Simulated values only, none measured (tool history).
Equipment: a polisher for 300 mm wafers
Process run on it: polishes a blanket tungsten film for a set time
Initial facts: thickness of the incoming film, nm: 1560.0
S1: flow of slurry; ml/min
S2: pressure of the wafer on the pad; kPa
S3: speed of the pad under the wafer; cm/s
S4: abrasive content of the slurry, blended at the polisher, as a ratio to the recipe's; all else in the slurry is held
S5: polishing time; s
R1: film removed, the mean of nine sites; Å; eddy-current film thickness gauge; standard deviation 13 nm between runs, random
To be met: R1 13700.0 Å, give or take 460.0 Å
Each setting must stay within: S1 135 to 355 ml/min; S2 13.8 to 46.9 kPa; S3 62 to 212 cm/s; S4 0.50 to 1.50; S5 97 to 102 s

run,day,S1,S2,S3,S4,S5,R1
1,0.000,225,30.3,136,1.00,97,8043.2
2,0.367,225,33.1,136,1.00,97,8751.2
3,0.517,225,29.6,136,1.00,97,7894.6
4,0.642,225,29.6,104,1.00,97,6208.9
5,0.704,225,25.5,104,1.00,97,5425.2
6,0.917,225,29.6,110,1.00,97,6473.4
7,1.196,225,33.1,114,1.00,97,7425.0
8,1.258,225,35.9,118,1.00,97,8509.4
9,1.329,225,37.9,120,1.00,97,8940.8
10,1.667,225,39.3,124,1.00,97,9693.4
11,1.779,225,40.7,126,1.00,97,10189.0
12,1.875,225,42.1,128,1.00,97,10559.0
13,2.179,225,42.7,132,1.00,97,10847.0

Consider the 5 candidate settings below. Which is the only one whose results all fall within their allowed miss of target?
A,2.483,265,44.1,152,1.05,100,?
B,2.483,300,41.4,148,1.20,101,?
C,2.483,205,45.5,162,1.05,102,?
D,2.483,255,46.9,128,0.80,101,?
E,2.483,195,43.4,142,0.90,98,?

move,R1
A,13510.0
B,12889.0
C,14699.0
D,11976.0
E,11706.0
A: all results land within tolerance of their targets
B: better than the last run, though not everything is in spec
C: takes the result that was furthest off past its target
D: better than the last run, though not everything is in spec
E: better than the last run, though not everything is in spec
Answer: A
